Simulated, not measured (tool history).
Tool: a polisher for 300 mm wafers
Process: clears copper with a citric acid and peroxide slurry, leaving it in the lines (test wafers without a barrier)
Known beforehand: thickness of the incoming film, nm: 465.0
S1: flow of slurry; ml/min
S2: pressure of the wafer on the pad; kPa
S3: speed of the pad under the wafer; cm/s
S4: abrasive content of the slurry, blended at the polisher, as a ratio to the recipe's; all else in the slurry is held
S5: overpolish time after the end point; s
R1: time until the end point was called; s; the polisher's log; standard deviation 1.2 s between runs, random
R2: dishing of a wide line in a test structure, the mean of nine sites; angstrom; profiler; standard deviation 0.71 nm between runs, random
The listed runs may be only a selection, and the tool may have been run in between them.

Run 1, day 0.000: S1 265 ml/min, S2 28.3 kPa, S3 108 cm/s, S4 1.0, S5 22 s. Result: R1 172.05 s, R2 391.56 angstrom.
Run 2, day 0.121: S1 270 ml/min, S2 30.3 kPa, S3 108 cm/s, S4 1.0, S5 20 s. Result: R1 159.86 s, R2 399.72 angstrom.
Run 3, day 0.233: S1 275 ml/min, S2 31.7 kPa, S3 108 cm/s, S4 1.0, S5 18 s. Result: R1 153.82 s, R2 389.88 angstrom.
Run 4, day 0.604: S1 275 ml/min, S2 31.7 kPa, S3 84 cm/s, S4 1.0, S5 18 s. Result: R1 188.54 s, R2 321.34 angstrom.
Run 5, day 0.708: S1 275 ml/min, S2 31.7 kPa, S3 84 cm/s, S4 1.0, S5 12 s. Result: R1 186.91 s, R2 229.66 angstrom.
Run 6, day 0.908: S1 275 ml/min, S2 34.5 kPa, S3 84 cm/s, S4 1.0, S5 13 s. Result: R1 174.76 s, R2 266.84 angstrom.

The next listed run, before its measurement:
Run 7, day 1.104: S1 285 ml/min, S2 42.1 kPa, S3 88 cm/s, S4 1.0, S5 13 s. Result: R1 ?, R2 ?.

R1: 136.42 s
R2: 320.25 angstrom
